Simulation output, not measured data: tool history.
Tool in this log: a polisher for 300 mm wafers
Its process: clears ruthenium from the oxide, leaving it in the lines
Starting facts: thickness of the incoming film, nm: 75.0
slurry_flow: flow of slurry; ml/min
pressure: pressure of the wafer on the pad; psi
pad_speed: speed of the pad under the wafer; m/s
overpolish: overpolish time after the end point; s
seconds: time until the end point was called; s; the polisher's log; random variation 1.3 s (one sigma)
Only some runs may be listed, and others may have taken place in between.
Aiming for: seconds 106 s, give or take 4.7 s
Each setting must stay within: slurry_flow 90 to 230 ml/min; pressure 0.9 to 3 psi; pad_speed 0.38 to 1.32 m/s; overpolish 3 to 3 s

Run 1, hour 0: slurry_flow 150 ml/min, pressure 1.9 psi, pad_speed 0.84 m/s, overpolish 3 s. Result: seconds 80.858 s.
Run 2, hour 5.5: slurry_flow 150 ml/min, pressure 1.9 psi, pad_speed 0.7 m/s, overpolish 3 s. Result: seconds 97.765 s.
Run 3, hour 6.6: slurry_flow 150 ml/min, pressure 1.9 psi, pad_speed 0.84 m/s, overpolish 3 s. Result: seconds 83.491 s.
Run 4, hour 7.4: slurry_flow 150 ml/min, pressure 1.9 psi, pad_speed 1.04 m/s, overpolish 3 s. Result: seconds 66.854 s.
Run 5, hour 13.1: slurry_flow 125 ml/min, pressure 1.9 psi, pad_speed 1.04 m/s, overpolish 3 s. Result: seconds 68.632 s.
Run 6, hour 17.7: slurry_flow 125 ml/min, pressure 1.9 psi, pad_speed 1.04 m/s, overpolish 3 s. Result: seconds 68.172 s.
Run 7, hour 25.3: slurry_flow 125 ml/min, pressure 1.7 psi, pad_speed 1.04 m/s, overpolish 3 s. Result: seconds 76.155 s.
Run 8, hour 30.6: slurry_flow 125 ml/min, pressure 1.5 psi, pad_speed 1.04 m/s, overpolish 3 s. Result: seconds 88.42 s.
Run 9, hour 35.3: slurry_flow 125 ml/min, pressure 1.4 psi, pad_speed 1.04 m/s, overpolish 3 s. Result: seconds 92.253 s.
Run 10, hour 38.9: slurry_flow 120 ml/min, pressure 1.1 psi, pad_speed 1.04 m/s, overpolish 3 s. Result: seconds 117.48 s.
Run 11, hour 40.7: slurry_flow 125 ml/min, pressure 1.1 psi, pad_speed 1.04 m/s, overpolish 3 s. Result: seconds 117.26 s.

Next run, 5 choices. One meets every target within its allowed miss, the rest don't. Which?
Run A, hour 42.5: slurry_flow 135 ml/min, pressure 1 psi, pad_speed 0.94 m/s, overpolish 3 s. Result: seconds ?.
Run B, hour 42.5: slurry_flow 90 ml/min, pressure 1.9 psi, pad_speed 0.64 m/s, overpolish 3 s. Result: seconds ?.
Run C, hour 42.5: slurry_flow 110 ml/min, pressure 1.1 psi, pad_speed 1.06 m/s, overpolish 3 s. Result: seconds ?.
Run D, hour 42.5: slurry_flow 115 ml/min, pressure 1.3 psi, pad_speed 1 m/s, overpolish 3 s. Result: seconds ?.
Run E, hour 42.5: slurry_flow 120 ml/min, pressure 1 psi, pad_speed 1.02 m/s, overpolish 3 s. Result: seconds ?.

move  seconds
   A   136.11
   B    113.6
   C   114.04
   D   102.24
   E   127.88
A: the biggest miss grows against the last run
B: nearer than the last run, and not there yet
C: nearer than the last run, and not there yet
D: every result within its allowed miss
E: the biggest miss grows against the last run
Go with D: it meets all targets.
